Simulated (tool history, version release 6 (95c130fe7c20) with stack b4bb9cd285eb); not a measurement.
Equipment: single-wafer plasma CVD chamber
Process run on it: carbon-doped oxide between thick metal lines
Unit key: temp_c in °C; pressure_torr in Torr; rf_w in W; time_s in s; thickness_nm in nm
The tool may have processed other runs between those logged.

{"run": 1, "hour": 0.0, "temp_c": 330, "pressure_torr": 6.95, "rf_w": 550, "time_s": 236, "thickness_nm": 1342.1}
{"run": 2, "hour": 7.1, "temp_c": 333, "pressure_torr": 6.8, "rf_w": 520, "time_s": 236, "thickness_nm": 1281.5}
{"run": 3, "hour": 8.5, "temp_c": 341, "pressure_torr": 6.8, "rf_w": 520, "time_s": 236, "thickness_nm": 1246.7}
{"run": 4, "hour": 14.3, "temp_c": 349, "pressure_torr": 6.8, "rf_w": 520, "time_s": 236, "thickness_nm": 1218.8}
{"run": 5, "hour": 21.3, "temp_c": 349, "pressure_torr": 6.8, "rf_w": 520, "time_s": 243, "thickness_nm": 1256}
{"run": 6, "hour": 27.8, "temp_c": 339, "pressure_torr": 6.8, "rf_w": 520, "time_s": 243, "thickness_nm": 1292.5}
{"run": 7, "hour": 36.5, "temp_c": 340, "pressure_torr": 6.72, "rf_w": 500, "time_s": 242, "thickness_nm": 1255.2}

Run 8, settings as shown, results not yet in. Your forecast:
{"run": 8, "hour": 41.8, "temp_c": 341, "pressure_torr": 6.65, "rf_w": 485, "time_s": 242, "thickness_nm": "?"}

{"run 8": {"thickness_nm": 1231.1}}

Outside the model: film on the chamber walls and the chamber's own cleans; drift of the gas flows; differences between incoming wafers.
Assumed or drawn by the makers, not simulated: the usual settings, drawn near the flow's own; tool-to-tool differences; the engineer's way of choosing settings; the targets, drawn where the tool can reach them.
